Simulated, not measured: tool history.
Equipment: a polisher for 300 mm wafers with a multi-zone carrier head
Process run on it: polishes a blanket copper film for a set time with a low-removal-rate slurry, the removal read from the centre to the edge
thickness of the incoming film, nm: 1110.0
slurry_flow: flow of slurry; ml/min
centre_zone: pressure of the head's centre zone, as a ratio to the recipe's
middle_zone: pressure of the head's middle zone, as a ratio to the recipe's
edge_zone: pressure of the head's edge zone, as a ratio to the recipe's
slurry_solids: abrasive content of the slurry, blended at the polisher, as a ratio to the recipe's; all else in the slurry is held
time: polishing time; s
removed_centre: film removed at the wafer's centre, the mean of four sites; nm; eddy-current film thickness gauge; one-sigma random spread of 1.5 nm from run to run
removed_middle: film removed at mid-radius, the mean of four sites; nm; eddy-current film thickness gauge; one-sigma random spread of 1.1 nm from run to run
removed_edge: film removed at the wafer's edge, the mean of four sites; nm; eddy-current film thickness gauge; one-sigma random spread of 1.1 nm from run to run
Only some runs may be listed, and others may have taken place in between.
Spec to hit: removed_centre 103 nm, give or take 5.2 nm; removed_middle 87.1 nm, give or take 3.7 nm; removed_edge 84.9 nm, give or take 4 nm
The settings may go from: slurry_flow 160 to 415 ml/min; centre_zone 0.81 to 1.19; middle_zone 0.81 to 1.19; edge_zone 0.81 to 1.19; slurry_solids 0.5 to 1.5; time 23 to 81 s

{"run": 1, "hour": 0.0, "slurry_flow": 265, "centre_zone": 1, "middle_zone": 1, "edge_zone": 1, "slurry_solids": 1, "time": 52, "removed_centre": 132.35, "removed_middle": 132.63, "removed_edge": 135.97}
{"run": 2, "hour": 1.4, "slurry_flow": 320, "centre_zone": 1, "middle_zone": 1, "edge_zone": 1, "slurry_solids": 1, "time": 52, "removed_centre": 138.48, "removed_middle": 135.87, "removed_edge": 140.88}
{"run": 3, "hour": 4.0, "slurry_flow": 315, "centre_zone": 1.01, "middle_zone": 1, "edge_zone": 0.98, "slurry_solids": 0.95, "time": 50, "removed_centre": 136.18, "removed_middle": 128.96, "removed_edge": 129.49}
{"run": 4, "hour": 10.2, "slurry_flow": 315, "centre_zone": 1.01, "middle_zone": 1, "edge_zone": 0.98, "slurry_solids": 0.95, "time": 39, "removed_centre": 101.92, "removed_middle": 103.75, "removed_edge": 100.91}
{"run": 5, "hour": 17.5, "slurry_flow": 345, "centre_zone": 1.01, "middle_zone": 1, "edge_zone": 0.98, "slurry_solids": 0.95, "time": 39, "removed_centre": 105.63, "removed_middle": 103.49, "removed_edge": 101.6}
{"run": 6, "hour": 23.5, "slurry_flow": 345, "centre_zone": 1.01, "middle_zone": 0.99, "edge_zone": 0.97, "slurry_solids": 0.9, "time": 39, "removed_centre": 104.07, "removed_middle": 101.81, "removed_edge": 99.739}
{"run": 7, "hour": 29.2, "slurry_flow": 345, "centre_zone": 1.01, "middle_zone": 0.98, "edge_zone": 0.96, "slurry_solids": 0.9, "time": 39, "removed_centre": 101.13, "removed_middle": 99.417, "removed_edge": 98.687}
{"run": 8, "hour": 36.5, "slurry_flow": 345, "centre_zone": 1.02, "middle_zone": 0.97, "edge_zone": 0.95, "slurry_solids": 0.9, "time": 39, "removed_centre": 104.16, "removed_middle": 98.772, "removed_edge": 97.351}
{"run": 9, "hour": 37.4, "slurry_flow": 345, "centre_zone": 1.02, "middle_zone": 0.96, "edge_zone": 0.94, "slurry_solids": 0.9, "time": 39, "removed_centre": 107.2, "removed_middle": 98.261, "removed_edge": 99.125}
{"run": 10, "hour": 39.9, "slurry_flow": 345, "centre_zone": 1.02, "middle_zone": 0.96, "edge_zone": 0.93, "slurry_solids": 0.85, "time": 39, "removed_centre": 102.58, "removed_middle": 95.796, "removed_edge": 96.655}
{"run": 11, "hour": 44.4, "slurry_flow": 345, "centre_zone": 1.03, "middle_zone": 0.96, "edge_zone": 0.92, "slurry_solids": 0.85, "time": 39, "removed_centre": 101, "removed_middle": 96.401, "removed_edge": 96.708}
{"run": 12, "hour": 49.8, "slurry_flow": 350, "centre_zone": 1.05, "middle_zone": 0.96, "edge_zone": 0.92, "slurry_solids": 0.85, "time": 38, "removed_centre": 103.93, "removed_middle": 95.715, "removed_edge": 94.873}

Which of these 5 next moves meets every target?
{"run": "A", "hour": 55.2, "slurry_flow": 415, "centre_zone": 1.07, "middle_zone": 1.01, "edge_zone": 0.87, "slurry_solids": 0.95, "time": 35, "removed_centre": "?", "removed_middle": "?", "removed_edge": "?"}
{"run": "B", "hour": 55.2, "slurry_flow": 310, "centre_zone": 0.94, "middle_zone": 0.87, "edge_zone": 0.98, "slurry_solids": 0.85, "time": 41, "removed_centre": "?", "removed_middle": "?", "removed_edge": "?"}
{"run": "C", "hour": 55.2, "slurry_flow": 350, "centre_zone": 1.11, "middle_zone": 0.84, "edge_zone": 0.83, "slurry_solids": 0.85, "time": 35, "removed_centre": "?", "removed_middle": "?", "removed_edge": "?"}
{"run": "D", "hour": 55.2, "slurry_flow": 345, "centre_zone": 1.11, "middle_zone": 0.93, "edge_zone": 0.82, "slurry_solids": 0.5, "time": 39, "removed_centre": "?", "removed_middle": "?", "removed_edge": "?"}
{"run": "E", "hour": 55.2, "slurry_flow": 310, "centre_zone": 1.01, "middle_zone": 0.81, "edge_zone": 0.99, "slurry_solids": 0.8, "time": 37, "removed_centre": "?", "removed_middle": "?", "removed_edge": "?"}

move=A removed_centre=101.24 removed_middle=93.587 removed_edge=88.014
move=B removed_centre=99.07 removed_middle=92.5 removed_edge=104.88
move=C removed_centre=101.24 removed_middle=77.545 removed_edge=83.715
move=D removed_centre=102.87 removed_middle=85.674 removed_edge=84.493
move=E removed_centre=95.016 removed_middle=77.829 removed_edge=94.133
A: gets the furthest-off result to its target, but another result is out of tolerance
B: its largest miss is bigger than the last run's
C: gets the furthest-off result to its target, but another result is out of tolerance
D: meets every target
E: neither nearer nor further off than the last run
Go with D: it meets all targets.
